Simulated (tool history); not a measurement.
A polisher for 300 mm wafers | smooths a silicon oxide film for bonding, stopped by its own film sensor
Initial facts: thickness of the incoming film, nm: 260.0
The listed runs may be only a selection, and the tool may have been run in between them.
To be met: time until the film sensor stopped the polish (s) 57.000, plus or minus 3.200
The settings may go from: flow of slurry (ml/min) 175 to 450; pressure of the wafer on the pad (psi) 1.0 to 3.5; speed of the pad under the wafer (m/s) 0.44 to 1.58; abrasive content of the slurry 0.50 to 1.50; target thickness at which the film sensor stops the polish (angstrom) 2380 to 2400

run,hour,flow of slurry (ml/min),pressure of the wafer on the pad (psi),speed of the pad under the wafer (m/s),abrasive content of the slurry,target thickness at which the film sensor stops the polish (angstrom),time until the film sensor stopped the polish (s)
1,0.0,290,2.2,1.00,1.00,2380,33.598
2,8.9,340,2.2,1.00,1.00,2380,33.177
3,13.2,340,1.9,0.98,1.00,2380,38.846
4,16.2,340,1.7,0.96,1.00,2380,43.782
# hour 17.1: slurry nozzle cleaned
5,17.1,275,1.7,0.96,1.00,2380,43.810
6,22.5,275,1.7,0.96,1.00,2400,39.554
7,28.3,275,1.5,0.94,1.00,2400,45.573
8,36.5,275,1.4,0.94,1.00,2400,50.145
9,43.9,275,1.3,0.94,1.00,2400,52.914

Next run, 5 choices. One meets every target within its allowed miss, the rest don't. Which?
A,51.3,240,1.1,1.26,1.15,2390,?
B,51.3,300,1.2,0.92,1.00,2380,?
C,51.3,195,1.3,0.82,1.00,2380,?
D,51.3,230,1.0,0.94,1.40,2400,?
E,51.3,295,1.0,0.92,1.00,2400,?

move,time until the film sensor stopped the polish (s)
A,46.653
B,60.828
C,64.009
D,56.736
E,65.734
A: its largest miss is bigger than the last run's
B: takes the result that was furthest off past its target
C: takes the result that was furthest off past its target
D: every result lands within tolerance
E: takes the result that was furthest off past its target
D is the move that brings every result within its allowed miss.
